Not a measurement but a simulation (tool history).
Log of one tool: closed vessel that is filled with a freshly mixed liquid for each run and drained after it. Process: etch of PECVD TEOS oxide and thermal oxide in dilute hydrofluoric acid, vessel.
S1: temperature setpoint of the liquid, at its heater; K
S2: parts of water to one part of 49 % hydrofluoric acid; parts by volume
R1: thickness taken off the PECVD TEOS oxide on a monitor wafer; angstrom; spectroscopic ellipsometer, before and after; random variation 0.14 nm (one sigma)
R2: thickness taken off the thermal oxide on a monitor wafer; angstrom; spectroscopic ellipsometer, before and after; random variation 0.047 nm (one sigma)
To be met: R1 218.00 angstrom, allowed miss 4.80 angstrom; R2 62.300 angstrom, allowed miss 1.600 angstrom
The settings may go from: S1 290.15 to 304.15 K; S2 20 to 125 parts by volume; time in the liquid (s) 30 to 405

run 1 hour=0.0 | S1=296.15 S2=70 time_in_the_liquid_(s)=205 | R1=526.98 R2=150.620
run 2 hour=9.3 | S1=296.15 S2=70 time_in_the_liquid_(s)=290 | R1=753.17 R2=213.200
run 3 hour=16.2 | S1=293.15 S2=70 time_in_the_liquid_(s)=290 | R1=665.35 R2=187.150
run 4 hour=24.3 | S1=293.15 S2=95 time_in_the_liquid_(s)=290 | R1=474.11 R2=135.720
run 5 hour=30.3 | S1=292.65 S2=100 time_in_the_liquid_(s)=280 | R1=421.26 R2=122.360
run 6 hour=33.2 | S1=292.65 S2=85 time_in_the_liquid_(s)=280 | R1=504.49 R2=143.710
run 7 hour=41.0 | S1=292.65 S2=85 time_in_the_liquid_(s)=280 | R1=501.72 R2=143.050
run 8 hour=50.1 | S1=292.15 S2=90 time_in_the_liquid_(s)=275 | R1=455.36 R2=130.360
run 9 hour=56.7 | S1=291.65 S2=95 time_in_the_liquid_(s)=270 | R1=413.28 R2=118.380
run 10 hour=59.1 | S1=291.65 S2=100 time_in_the_liquid_(s)=265 | R1=386.61 R2=110.000
run 11 hour=60.9 | S1=291.65 S2=100 time_in_the_liquid_(s)=265 | R1=385.46 R2=109.700
run 12 hour=64.7 | S1=291.65 S2=105 time_in_the_liquid_(s)=255 | R1=352.88 R2=100.130
run 13 hour=71.3 | S1=291.65 S2=110 time_in_the_liquid_(s)=250 | R1=330.73 R2=93.645
run 14 hour=72.3 | S1=291.65 S2=110 time_in_the_liquid_(s)=245 | R1=322.03 R2=91.813
run 15 hour=77.8 | S1=291.65 S2=110 time_in_the_liquid_(s)=240 | R1=311.42 R2=88.882
run 16 hour=78.7 | S1=291.65 S2=110 time_in_the_liquid_(s)=235 | R1=309.45 R2=88.080
run 17 hour=82.0 | S1=290.15 S2=125 time_in_the_liquid_(s)=220 | R1=231.06 R2=66.737
run 18 hour=83.1 | S1=290.15 S2=125 time_in_the_liquid_(s)=215 | R1=230.88 R2=65.441

4 next moves are on the table. One of them brings every result within its allowed miss. Which?
run A hour=84.2 | S1=292.65 S2=115 time_in_the_liquid_(s)=170 | R1=? R2=?
run B hour=84.2 | S1=290.15 S2=120 time_in_the_liquid_(s)=220 | R1=? R2=?
run C hour=84.2 | S1=290.15 S2=125 time_in_the_liquid_(s)=190 | R1=? R2=?
run D hour=84.2 | S1=290.15 S2=110 time_in_the_liquid_(s)=170 | R1=? R2=?

move=A R1=219.67 R2=62.672
move=B R1=244.44 R2=69.739
move=C R1=201.65 R2=57.530
move=D R1=208.17 R2=59.389
A: meets every target
B: further off than the last run
C: takes the result that was furthest off past its target
D: takes the result that was furthest off past its target
Move A is the one to make.
